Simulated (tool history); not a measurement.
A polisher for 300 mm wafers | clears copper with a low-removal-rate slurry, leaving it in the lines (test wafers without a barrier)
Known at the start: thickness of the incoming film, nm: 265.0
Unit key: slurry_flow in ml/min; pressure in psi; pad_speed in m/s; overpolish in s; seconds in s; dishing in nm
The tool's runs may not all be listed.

| run | hour | slurry_flow | pressure | pad_speed | slurry_solids | overpolish | seconds | dishing |
|---|---|---|---|---|---|---|---|---|
| 1 | 0 | 250 | 2.6 | 0.88 | 1 | 21 | 111.76 | 30.139 |
| 2 | 6.6 | 250 | 3 | 0.9 | 1 | 21 | 97.914 | 32.86 |
| 3 | 15.5 | 250 | 3.3 | 0.94 | 1 | 22 | 90.176 | 36.853 |
| 4 | 19 | 250 | 3.5 | 1 | 1 | 22 | 82.978 | 40.611 |
| 5 | 20.3 | 250 | 3.7 | 1.04 | 1 | 22 | 77.461 | 42.382 |
| 6 | 28.5 | 250 | 3.8 | 1.08 | 1 | 22 | 70.764 | 47.784 |
| 7 | 35.5 | 255 | 4 | 1.08 | 1 | 21 | 69.214 | 46.294 |

For run 8, what comes out?
| 8 | 43.9 | 255 | 4 | 1.08 | 1 | 21 | ? | ? |

seconds: 67.658 s
dishing: 45.734 nm

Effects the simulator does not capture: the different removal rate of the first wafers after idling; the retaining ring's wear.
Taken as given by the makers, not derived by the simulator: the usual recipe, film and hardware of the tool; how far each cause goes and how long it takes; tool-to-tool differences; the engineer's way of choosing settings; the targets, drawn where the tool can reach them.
